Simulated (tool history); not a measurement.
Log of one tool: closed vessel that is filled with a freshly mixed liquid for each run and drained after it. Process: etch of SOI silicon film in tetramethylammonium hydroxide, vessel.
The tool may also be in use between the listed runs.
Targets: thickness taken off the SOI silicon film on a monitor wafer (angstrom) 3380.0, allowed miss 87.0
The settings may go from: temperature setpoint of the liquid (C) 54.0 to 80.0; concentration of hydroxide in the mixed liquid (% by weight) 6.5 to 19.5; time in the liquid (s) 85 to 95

run,hour,temperature setpoint of the liquid (C),concentration of hydroxide in the mixed liquid (% by weight),time in the liquid (s),thickness taken off the SOI silicon film on a monitor wafer (angstrom)
1,0.0,67.0,13.0,85,5319.2
2,2.5,66.0,13.0,85,5024.1
3,9.0,65.0,13.0,85,4768.5
4,10.6,65.0,13.0,95,5290.3
5,18.7,64.0,13.0,95,5023.0
6,21.3,63.0,13.0,95,4715.3
7,23.6,62.5,13.0,95,4543.6
8,29.1,62.0,13.0,95,4418.9
9,34.7,61.5,13.0,95,4301.4
10,38.0,61.0,13.0,95,4167.7
11,45.0,60.5,13.0,95,4041.8
12,48.1,57.0,13.0,95,3242.5

Which of these 5 next moves meets every target?
A,51.2,56.5,13.0,90,?
B,51.2,58.5,13.0,90,?
C,51.2,56.5,11.0,85,?
D,51.2,58.0,14.0,90,?
E,51.2,56.0,11.5,95,?

move,thickness taken off the SOI silicon film on a monitor wafer (angstrom)
A,2964.3
B,3363.4
C,2995.7
D,3145.1
E,3190.2
A: further off than the last run
B: meets every target
C: further off than the last run
D: further off than the last run
E: further off than the last run
Answer: B
